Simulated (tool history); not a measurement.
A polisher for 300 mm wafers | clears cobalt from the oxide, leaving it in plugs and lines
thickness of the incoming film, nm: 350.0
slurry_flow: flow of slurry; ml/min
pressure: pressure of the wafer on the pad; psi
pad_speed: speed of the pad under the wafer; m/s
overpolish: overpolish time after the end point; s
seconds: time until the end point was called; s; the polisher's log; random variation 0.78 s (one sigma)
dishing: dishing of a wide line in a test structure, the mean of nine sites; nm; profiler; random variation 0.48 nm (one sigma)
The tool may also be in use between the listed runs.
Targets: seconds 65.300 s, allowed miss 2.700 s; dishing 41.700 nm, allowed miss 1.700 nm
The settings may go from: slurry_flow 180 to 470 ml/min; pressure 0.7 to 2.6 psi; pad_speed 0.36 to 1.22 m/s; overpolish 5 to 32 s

| run | hour | slurry_flow | pressure | pad_speed | overpolish | seconds | dishing |
|---|---|---|---|---|---|---|---|
| 1 | 0.0 | 300 | 1.6 | 0.78 | 16 | 110.460 | 29.916 |
| 2 | 7.2 | 300 | 1.6 | 0.98 | 16 | 87.532 | 35.119 |
| 3 | 15.7 | 300 | 1.6 | 0.98 | 13 | 87.221 | 30.255 |
| 4 | 17.3 | 300 | 1.8 | 0.98 | 14 | 78.946 | 34.052 |
| 5 | 25.2 | 345 | 1.8 | 0.98 | 14 | 77.369 | 34.210 |
| 6 | 31.2 | 290 | 1.8 | 0.98 | 14 | 79.612 | 33.761 |
| 7 | 32.1 | 290 | 1.8 | 0.98 | 14 | 79.039 | 33.996 |
| 8 | 36.0 | 290 | 1.9 | 0.98 | 15 | 74.759 | 36.983 |
| 9 | 39.8 | 290 | 2.0 | 0.98 | 15 | 70.852 | 38.126 |

5 next moves are on the table. One of them brings every result within its allowed miss. Which?
| A | 43.6 | 310 | 1.9 | 1.16 | 11 | ? | ? |
| B | 43.6 | 330 | 1.9 | 0.88 | 25 | ? | ? |
| C | 43.6 | 335 | 1.8 | 1.22 | 13 | ? | ? |
| D | 43.6 | 360 | 2.0 | 0.94 | 12 | ? | ? |
| E | 43.6 | 245 | 2.2 | 0.98 | 17 | ? | ? |

| move | seconds | dishing |
|---|---|---|
| A | 64.103 | 34.004 |
| B | 83.476 | 44.840 |
| C | 63.860 | 37.444 |
| D | 73.920 | 32.918 |
| E | 67.214 | 41.680 |
A: further off than the last run
B: takes the result that was furthest off past its target
C: further off than the last run
D: further off than the last run
E: meets every target
Move E is the one to make.
